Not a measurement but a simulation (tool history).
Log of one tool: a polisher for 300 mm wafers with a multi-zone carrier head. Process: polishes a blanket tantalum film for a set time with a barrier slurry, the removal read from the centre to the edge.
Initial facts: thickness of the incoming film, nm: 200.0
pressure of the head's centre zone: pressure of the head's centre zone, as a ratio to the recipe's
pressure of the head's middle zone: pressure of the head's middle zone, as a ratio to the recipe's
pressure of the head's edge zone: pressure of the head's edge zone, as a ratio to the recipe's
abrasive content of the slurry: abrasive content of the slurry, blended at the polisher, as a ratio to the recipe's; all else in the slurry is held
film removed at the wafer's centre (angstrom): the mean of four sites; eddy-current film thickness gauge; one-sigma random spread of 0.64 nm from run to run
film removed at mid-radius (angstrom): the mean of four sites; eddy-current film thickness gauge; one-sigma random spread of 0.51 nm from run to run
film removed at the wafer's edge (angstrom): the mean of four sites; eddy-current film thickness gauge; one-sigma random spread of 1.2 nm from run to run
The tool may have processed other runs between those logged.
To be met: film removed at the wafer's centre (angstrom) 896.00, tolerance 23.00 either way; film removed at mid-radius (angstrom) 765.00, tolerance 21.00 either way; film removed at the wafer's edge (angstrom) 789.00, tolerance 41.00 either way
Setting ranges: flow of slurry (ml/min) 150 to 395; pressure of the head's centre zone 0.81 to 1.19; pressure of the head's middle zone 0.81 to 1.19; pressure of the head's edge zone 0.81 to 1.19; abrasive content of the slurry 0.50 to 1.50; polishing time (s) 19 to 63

| run | hour | flow of slurry (ml/min) | pressure of the head's centre zone | pressure of the head's middle zone | pressure of the head's edge zone | abrasive content of the slurry | polishing time (s) | film removed at the wafer's centre (angstrom) | film removed at mid-radius (angstrom) | film removed at the wafer's edge (angstrom) |
|---|---|---|---|---|---|---|---|---|---|---|
| 1 | 0.0 | 250 | 1.00 | 1.00 | 1.00 | 1.00 | 41 | 577.83 | 571.66 | 575.86 |
| 2 | 0.8 | 250 | 1.03 | 1.00 | 1.00 | 1.00 | 41 | 597.07 | 564.93 | 569.85 |
| 3 | 1.6 | 250 | 1.03 | 1.00 | 1.06 | 1.00 | 41 | 602.50 | 568.91 | 596.98 |
| 4 | 8.9 | 270 | 1.08 | 1.03 | 1.10 | 1.15 | 42 | 670.79 | 619.79 | 658.43 |
| 5 | 10.0 | 285 | 1.12 | 1.04 | 1.09 | 1.25 | 43 | 723.84 | 658.04 | 660.58 |
| 6 | 11.1 | 290 | 1.14 | 1.04 | 1.11 | 1.35 | 44 | 770.58 | 684.10 | 706.19 |
| 7 | 13.6 | 300 | 1.16 | 1.04 | 1.12 | 1.40 | 45 | 823.68 | 701.98 | 732.50 |
| 8 | 14.5 | 310 | 1.17 | 1.05 | 1.14 | 1.45 | 45 | 831.82 | 721.69 | 724.64 |

Exercise: of the 5 proposed moves below, exactly one satisfies all targets within the stated allowed misses. Which move is it?
| A | 15.4 | 320 | 1.13 | 1.03 | 1.19 | 1.45 | 52 | ? | ? | ? |
| B | 15.4 | 230 | 1.18 | 1.01 | 1.12 | 1.50 | 53 | ? | ? | ? |
| C | 15.4 | 215 | 1.11 | 0.89 | 1.19 | 1.45 | 48 | ? | ? | ? |
| D | 15.4 | 280 | 1.17 | 1.03 | 1.11 | 1.35 | 50 | ? | ? | ? |
| E | 15.4 | 330 | 1.16 | 1.11 | 1.13 | 1.40 | 49 | ? | ? | ? |

| move | film removed at the wafer's centre (angstrom) | film removed at mid-radius (angstrom) | film removed at the wafer's edge (angstrom) |
|---|---|---|---|
| A | 932.18 | 824.44 | 874.17 |
| B | 963.73 | 808.61 | 853.35 |
| C | 807.68 | 667.91 | 783.65 |
| D | 902.48 | 771.57 | 797.13 |
| E | 898.40 | 811.42 | 801.33 |
A: moves the result that the last run missed by most past its target, out the other side
B: moves the result that the last run missed by most past its target, out the other side
C: moves away from the targets compared with the last run
D: hits every target within its allowed miss
E: corrects the largest miss of the last run, while another result sits out of spec
Answer: D
